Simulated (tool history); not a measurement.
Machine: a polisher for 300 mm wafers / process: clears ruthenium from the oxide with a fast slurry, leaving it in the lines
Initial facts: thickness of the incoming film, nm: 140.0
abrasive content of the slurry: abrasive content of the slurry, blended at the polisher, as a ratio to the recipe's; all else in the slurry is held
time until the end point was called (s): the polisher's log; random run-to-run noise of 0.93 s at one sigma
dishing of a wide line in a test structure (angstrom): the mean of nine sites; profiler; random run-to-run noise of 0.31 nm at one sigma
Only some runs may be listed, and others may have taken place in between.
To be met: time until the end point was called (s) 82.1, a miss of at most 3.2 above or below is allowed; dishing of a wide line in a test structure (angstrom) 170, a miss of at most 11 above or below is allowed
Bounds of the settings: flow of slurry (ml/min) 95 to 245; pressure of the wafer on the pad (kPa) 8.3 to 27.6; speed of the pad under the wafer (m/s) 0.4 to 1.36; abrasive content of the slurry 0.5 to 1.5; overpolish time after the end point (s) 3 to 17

run	day	flow of slurry (ml/min)	pressure of the wafer on the pad (kPa)	speed of the pad under the wafer (m/s)	abrasive content of the slurry	overpolish time after the end point (s)	time until the end point was called (s)	dishing of a wide line in a test structure (angstrom)
1	0	155	17.9	0.88	1	9	40.192	250.13
2	0.204	180	17.9	0.88	1	9	39.064	265.62
3	0.358	180	22.1	0.88	1	9	31.606	311.01
4	0.558	180	22.1	0.88	0.85	9	34.537	282.45
5	0.679	205	22.1	0.88	0.85	9	33.746	291.1
6	0.933	200	17.9	0.84	0.85	10	43.796	258.56
7	1.125	195	15.2	0.82	0.85	10	53.074	217.3
8	1.333	190	13.1	0.8	0.85	10	61.609	184.83
9	1.529	185	11.7	0.8	0.85	11	69.05	184.45
10	1.588	175	11	0.8	0.85	11	75.193	170.86
11	1.738	170	11	0.8	0.85	11	74.19	171.41
12	2.058	160	11	0.8	0.85	11	75.326	168.31
13	2.408	155	11	0.8	0.85	11	76.761	170.86
14	2.538	150	11	0.8	0.85	11	76.437	168.04
15	2.85	145	11	0.8	0.85	11	76.491	164.93
16	3.225	130	9.7	0.8	0.85	12	88.545	153.85
17	3.521	140	9.7	0.8	0.85	12	87.534	159.2

Below are 4 possible settings for the next run. Only one of them brings all results inside the allowed miss of their targets. Which is it?
A	3.817	160	10.3	0.92	0.65	12	?	?
B	3.817	120	10.3	0.7	0.85	14	?	?
C	3.817	120	10.3	0.76	1	10	?	?
D	3.817	110	10.3	0.78	0.75	14	?	?

move	time until the end point was called (s)	dishing of a wide line in a test structure (angstrom)
A	83.258	166.36
B	95.848	168.5
C	80.973	143.38
D	94.862	170.18
A: every result within its allowed miss
B: moves away from the targets compared with the last run
C: corrects the largest miss of the last run, while another result sits out of spec
D: moves away from the targets compared with the last run
Answer: A

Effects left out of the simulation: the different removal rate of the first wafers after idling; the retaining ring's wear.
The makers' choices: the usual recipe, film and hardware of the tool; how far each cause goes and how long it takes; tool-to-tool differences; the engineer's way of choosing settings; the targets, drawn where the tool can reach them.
